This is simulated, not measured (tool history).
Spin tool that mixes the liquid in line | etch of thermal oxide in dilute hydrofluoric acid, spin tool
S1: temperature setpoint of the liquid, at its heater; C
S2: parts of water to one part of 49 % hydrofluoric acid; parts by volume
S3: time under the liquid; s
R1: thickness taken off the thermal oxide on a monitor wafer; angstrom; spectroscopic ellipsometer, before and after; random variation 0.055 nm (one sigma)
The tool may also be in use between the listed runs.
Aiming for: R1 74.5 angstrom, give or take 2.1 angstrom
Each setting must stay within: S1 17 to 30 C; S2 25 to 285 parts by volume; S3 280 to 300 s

run,day,S1,S2,S3,R1
1,0,22,155,280,83.001
2,0.275,21.5,155,280,81.488
3,0.633,23.5,155,280,87.453
4,0.921,22.5,155,280,83.836
5,1,22,155,280,83.487
6,1.067,22,155,280,82.108
7,1.379,21.5,155,280,81.48
8,1.592,21,155,280,80.256
9,1.633,20.5,155,280,78.605
10,1.808,20,155,280,77.687

Consider the 5 candidate settings below. Which is the only one whose results all fall within their allowed miss of target?
A,1.983,19,165,300,?
B,1.983,20,150,280,?
C,1.983,20,155,295,?
D,1.983,19.5,155,295,?
E,1.983,17,135,280,?

move,R1
A,72.952
B,79.14
C,80.273
D,78.692
E,79.051
A: every result lands within tolerance
B: further off than the last run
C: further off than the last run
D: further off than the last run
E: further off than the last run
Correct choice: A, which meets every target
